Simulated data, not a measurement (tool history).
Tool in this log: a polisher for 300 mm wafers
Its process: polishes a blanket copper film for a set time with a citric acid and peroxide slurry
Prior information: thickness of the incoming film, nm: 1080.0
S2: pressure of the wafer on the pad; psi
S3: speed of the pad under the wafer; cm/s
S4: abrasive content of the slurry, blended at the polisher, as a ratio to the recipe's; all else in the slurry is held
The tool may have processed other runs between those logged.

{"run": 1, "hour": 0.0, "flow of slurry (ml/min)": 145, "S2": 2.9, "S3": 122, "S4": 1, "polishing time (s)": 67, "film removed (nm)": 179.68}
{"run": 2, "hour": 2.2, "flow of slurry (ml/min)": 155, "S2": 3.1, "S3": 122, "S4": 1, "polishing time (s)": 67, "film removed (nm)": 188.78}
{"run": 3, "hour": 9.8, "flow of slurry (ml/min)": 155, "S2": 3.4, "S3": 122, "S4": 1, "polishing time (s)": 67, "film removed (nm)": 203.3}
{"run": 4, "hour": 17.4, "flow of slurry (ml/min)": 135, "S2": 3.4, "S3": 122, "S4": 1, "polishing time (s)": 67, "film removed (nm)": 197.65}
{"run": 5, "hour": 23.2, "flow of slurry (ml/min)": 135, "S2": 2.8, "S3": 122, "S4": 1, "polishing time (s)": 67, "film removed (nm)": 172.94}
{"run": 6, "hour": 31.5, "flow of slurry (ml/min)": 140, "S2": 3.2, "S3": 122, "S4": 1, "polishing time (s)": 67, "film removed (nm)": 190.11}

What will run 7 give?
{"run": 7, "hour": 36.4, "flow of slurry (ml/min)": 160, "S2": 4, "S3": 124, "S4": 1, "polishing time (s)": 67, "film removed (nm)": "?"}

film removed (nm): 231.64
